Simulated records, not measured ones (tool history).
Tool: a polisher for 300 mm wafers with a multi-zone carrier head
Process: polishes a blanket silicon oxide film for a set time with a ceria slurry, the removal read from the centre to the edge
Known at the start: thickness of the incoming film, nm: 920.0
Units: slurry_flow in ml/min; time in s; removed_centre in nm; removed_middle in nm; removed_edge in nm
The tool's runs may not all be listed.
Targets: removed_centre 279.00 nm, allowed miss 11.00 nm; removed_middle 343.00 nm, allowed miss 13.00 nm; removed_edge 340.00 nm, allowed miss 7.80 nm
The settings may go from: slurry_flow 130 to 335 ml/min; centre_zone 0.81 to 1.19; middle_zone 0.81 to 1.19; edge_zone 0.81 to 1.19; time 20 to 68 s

run	hour	slurry_flow	centre_zone	middle_zone	edge_zone	time	removed_centre	removed_middle	removed_edge
1	0.0	215	1.00	1.00	1.00	44	263.27	266.99	268.76
2	3.7	215	0.96	1.00	1.00	44	257.52	271.82	270.49
3	4.3	215	0.96	1.00	0.92	44	257.31	271.36	262.37
4	8.0	215	0.96	1.06	0.92	44	258.78	284.11	262.50
5	14.9	215	0.96	1.12	0.92	44	257.49	292.66	259.57
6	22.4	215	0.88	1.12	0.92	44	234.40	301.32	257.49
7	24.1	220	0.88	1.11	0.96	45	243.70	300.42	272.73
8	32.2	230	0.88	1.12	0.98	46	253.84	307.21	279.02
9	39.0	210	0.81	1.09	1.08	55	268.93	369.92	343.26
10	44.3	210	0.82	1.08	1.08	55	270.92	353.76	344.63
11	50.0	210	0.83	1.08	1.08	55	276.96	359.77	345.63
12	55.2	210	0.83	1.07	1.08	55	277.56	357.57	346.71

5 next moves are on the table. One of them brings every result within its allowed miss. Which?
A	60.4	255	0.84	1.12	1.08	54	?	?	?
B	60.4	235	0.88	1.19	1.11	52	?	?	?
C	60.4	195	0.81	1.07	1.08	53	?	?	?
D	60.4	170	0.88	1.08	1.17	53	?	?	?
E	60.4	180	0.91	1.16	0.98	54	?	?	?

move	removed_centre	removed_middle	removed_edge
A	279.68	377.12	340.91
B	280.39	380.09	329.72
C	258.25	348.41	329.46
D	277.26	347.04	336.63
E	293.93	377.78	322.29
A: further off than the last run
B: further off than the last run
C: brings the result that was furthest off to its target, and leaves another outside
D: meets every target
E: further off than the last run
The right move is D.
